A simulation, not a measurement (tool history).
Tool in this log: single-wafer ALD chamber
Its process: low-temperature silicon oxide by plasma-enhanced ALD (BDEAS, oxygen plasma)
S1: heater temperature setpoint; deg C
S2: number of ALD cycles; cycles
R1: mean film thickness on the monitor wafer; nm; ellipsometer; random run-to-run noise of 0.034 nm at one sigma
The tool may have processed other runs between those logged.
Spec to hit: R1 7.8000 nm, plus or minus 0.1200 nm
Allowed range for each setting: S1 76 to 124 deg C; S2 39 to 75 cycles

Run 1, hour 0.0: S1 100 deg C, S2 57 cycles. Result: R1 8.5683 nm.
Run 2, hour 8.2: S1 100 deg C, S2 53 cycles. Result: R1 7.9593 nm.
Run 3, hour 14.9: S1 100 deg C, S2 60 cycles. Result: R1 8.9779 nm.
Run 4, hour 17.1: S1 95 deg C, S2 60 cycles. Result: R1 9.1387 nm.
Run 5, hour 24.9: S1 97 deg C, S2 59 cycles. Result: R1 8.9746 nm.
Run 6, hour 29.2: S1 97 deg C, S2 54 cycles. Result: R1 8.1376 nm.
Run 7, hour 34.9: S1 98 deg C, S2 54 cycles. Result: R1 8.1148 nm.
Run 8, hour 41.0: S1 99 deg C, S2 54 cycles. Result: R1 8.1370 nm.
Run 9, hour 45.0: S1 100 deg C, S2 54 cycles. Result: R1 8.0444 nm.
Run 10, hour 52.7: S1 101 deg C, S2 54 cycles. Result: R1 8.0229 nm.
Run 11, hour 58.3: S1 102 deg C, S2 54 cycles. Result: R1 8.0271 nm.
Run 12, hour 62.2: S1 103 deg C, S2 54 cycles. Result: R1 8.0133 nm.

Which one of the following 4 next-run settings gets every result inside its allowed miss? There is exactly one.
Run A, hour 66.1: S1 100 deg C, S2 56 cycles. Result: R1 ?.
Run B, hour 66.1: S1 113 deg C, S2 57 cycles. Result: R1 ?.
Run C, hour 66.1: S1 86 deg C, S2 50 cycles. Result: R1 ?.
Run D, hour 66.1: S1 111 deg C, S2 55 cycles. Result: R1 ?.

move      R1
   A  8.3924
   B  8.3658
   C  7.8265
   D  8.0985
A: misses by more than the last run did
B: misses by more than the last run did
C: all results in spec
D: misses by more than the last run did
Move C is the one to make.
